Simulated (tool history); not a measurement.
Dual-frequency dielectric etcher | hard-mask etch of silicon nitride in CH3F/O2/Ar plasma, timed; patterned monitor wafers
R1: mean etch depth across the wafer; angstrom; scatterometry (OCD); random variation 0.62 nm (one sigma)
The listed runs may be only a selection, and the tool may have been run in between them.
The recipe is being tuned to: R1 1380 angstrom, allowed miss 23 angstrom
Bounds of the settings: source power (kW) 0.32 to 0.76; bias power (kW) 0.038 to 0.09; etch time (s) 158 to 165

Run 1, hour 0: source power (kW) 0.54, bias power (kW) 0.064, etch time (s) 158. Result: R1 1154.6 angstrom.
Run 2, hour 3.9: source power (kW) 0.58, bias power (kW) 0.065, etch time (s) 158. Result: R1 1211.7 angstrom.
Run 3, hour 4.7: source power (kW) 0.61, bias power (kW) 0.065, etch time (s) 158. Result: R1 1250.7 angstrom.
Run 4, hour 13.1: source power (kW) 0.56, bias power (kW) 0.065, etch time (s) 158. Result: R1 1192.5 angstrom.
Run 5, hour 16.4: source power (kW) 0.59, bias power (kW) 0.065, etch time (s) 158. Result: R1 1221.2 angstrom.
Run 6, hour 21.3: source power (kW) 0.59, bias power (kW) 0.074, etch time (s) 158. Result: R1 1274.7 angstrom.
Run 7, hour 22.5: source power (kW) 0.61, bias power (kW) 0.074, etch time (s) 158. Result: R1 1284.5 angstrom.
Run 8, hour 23.3: source power (kW) 0.63, bias power (kW) 0.074, etch time (s) 158. Result: R1 1311.6 angstrom.
Run 9, hour 29.9: source power (kW) 0.64, bias power (kW) 0.074, etch time (s) 158. Result: R1 1320.9 angstrom.
Run 10, hour 37: source power (kW) 0.65, bias power (kW) 0.074, etch time (s) 158. Result: R1 1318.6 angstrom.
Run 11, hour 40.3: source power (kW) 0.66, bias power (kW) 0.074, etch time (s) 158. Result: R1 1333.6 angstrom.

Exercise: of the 5 proposed moves below, exactly one satisfies all targets within the stated allowed misses. Which move is it?
Run A, hour 43.6: source power (kW) 0.66, bias power (kW) 0.061, etch time (s) 158. Result: R1 ?.
Run B, hour 43.6: source power (kW) 0.66, bias power (kW) 0.071, etch time (s) 165. Result: R1 ?.
Run C, hour 43.6: source power (kW) 0.69, bias power (kW) 0.087, etch time (s) 158. Result: R1 ?.
Run D, hour 43.6: source power (kW) 0.66, bias power (kW) 0.064, etch time (s) 160. Result: R1 ?.
Run E, hour 43.6: source power (kW) 0.66, bias power (kW) 0.061, etch time (s) 160. Result: R1 ?.

move      R1
   A  1272.1
   B  1378.5
   C  1423.6
   D    1303
   E  1288.2
A: misses by more than the last run did
B: every result within its allowed miss
C: takes the biggest miss from the last run beyond its target
D: misses by more than the last run did
E: misses by more than the last run did
Move B is the one to make.
